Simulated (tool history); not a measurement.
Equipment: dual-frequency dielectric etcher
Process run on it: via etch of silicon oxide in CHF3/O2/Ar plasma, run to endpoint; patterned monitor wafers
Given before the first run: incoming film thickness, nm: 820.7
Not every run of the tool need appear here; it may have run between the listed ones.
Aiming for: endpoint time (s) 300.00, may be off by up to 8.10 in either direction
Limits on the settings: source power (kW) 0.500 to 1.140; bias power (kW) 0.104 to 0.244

Run 1, hour 0.0: source power (kW) 0.820, bias power (kW) 0.174. Result: endpoint time (s) 325.15.
Run 2, hour 4.0: source power (kW) 0.760, bias power (kW) 0.174. Result: endpoint time (s) 343.66.
Run 3, hour 8.9: source power (kW) 0.810, bias power (kW) 0.174. Result: endpoint time (s) 329.31.
Run 4, hour 17.0: source power (kW) 0.810, bias power (kW) 0.162. Result: endpoint time (s) 338.75.
Run 5, hour 21.7: source power (kW) 0.750, bias power (kW) 0.162. Result: endpoint time (s) 346.82.
Run 6, hour 24.0: source power (kW) 0.680, bias power (kW) 0.162. Result: endpoint time (s) 363.18.
Run 7, hour 27.8: source power (kW) 0.710, bias power (kW) 0.164. Result: endpoint time (s) 353.80.
Run 8, hour 31.7: source power (kW) 0.740, bias power (kW) 0.166. Result: endpoint time (s) 346.19.
At hour 36.0: source power generator calibrated.
Run 9, hour 36.0: source power (kW) 0.760, bias power (kW) 0.168. Result: endpoint time (s) 346.86.
Run 10, hour 39.3: source power (kW) 0.760, bias power (kW) 0.168. Result: endpoint time (s) 345.13.
Run 11, hour 42.4: source power (kW) 0.780, bias power (kW) 0.170. Result: endpoint time (s) 345.68.
Run 12, hour 45.1: source power (kW) 0.810, bias power (kW) 0.172. Result: endpoint time (s) 335.52.
Run 13, hour 46.9: source power (kW) 0.830, bias power (kW) 0.174. Result: endpoint time (s) 327.64.

Consider the 4 candidate settings below. Which is the only one whose results all fall within their allowed miss of target?
Run A, hour 48.7: source power (kW) 0.790, bias power (kW) 0.145. Result: endpoint time (s) ?.
Run B, hour 48.7: source power (kW) 0.800, bias power (kW) 0.173. Result: endpoint time (s) ?.
Run C, hour 48.7: source power (kW) 0.920, bias power (kW) 0.206. Result: endpoint time (s) ?.
Run D, hour 48.7: source power (kW) 0.730, bias power (kW) 0.159. Result: endpoint time (s) ?.

move  endpoint time (s)
   A             355.71
   B             338.25
   C             302.49
   D             361.22
A: further off than the last run
B: further off than the last run
C: all results land within tolerance of their targets
D: further off than the last run
Correct choice: C, which meets every target

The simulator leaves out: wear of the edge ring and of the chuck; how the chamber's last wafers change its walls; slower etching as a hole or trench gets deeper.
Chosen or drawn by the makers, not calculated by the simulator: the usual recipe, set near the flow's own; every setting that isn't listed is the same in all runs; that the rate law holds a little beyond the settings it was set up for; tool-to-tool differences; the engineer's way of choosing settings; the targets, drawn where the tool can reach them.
